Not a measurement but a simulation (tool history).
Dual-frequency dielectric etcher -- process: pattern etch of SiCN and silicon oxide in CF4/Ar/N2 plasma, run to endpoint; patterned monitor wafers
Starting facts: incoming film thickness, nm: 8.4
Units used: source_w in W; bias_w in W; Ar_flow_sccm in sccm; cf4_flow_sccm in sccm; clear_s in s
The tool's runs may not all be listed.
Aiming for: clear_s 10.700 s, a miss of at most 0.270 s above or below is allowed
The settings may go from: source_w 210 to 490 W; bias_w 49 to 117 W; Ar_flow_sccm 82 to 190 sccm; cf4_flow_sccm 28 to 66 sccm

run	hour	source_w	bias_w	Ar_flow_sccm	cf4_flow_sccm	clear_s
1	0.0	350	83	136	47	12.930
2	2.0	370	84	136	47	12.448
3	5.3	390	85	136	47	11.999
4	9.5	390	85	136	42	12.238
5	14.7	390	85	157	42	12.410
6	18.3	410	86	157	42	12.025
7	27.1	430	87	157	42	11.647
8	30.0	440	88	157	42	11.380
9	30.8	450	88	157	42	11.280
10	39.2	460	88	157	42	11.062

5 candidate next runs follow, results not yet known. Just one meets every target within its allowed miss. Identify it.
A	47.6	450	76	163	46	?
B	47.6	420	84	136	45	?
C	47.6	490	88	149	41	?
D	47.6	480	77	190	39	?
E	47.6	430	101	179	39	?

move	clear_s
A	11.649
B	11.615
C	10.637
D	11.699
E	11.469
A: misses by more than the last run did
B: misses by more than the last run did
C: all results land within tolerance of their targets
D: misses by more than the last run did
E: misses by more than the last run did
The move that meets every target is C.
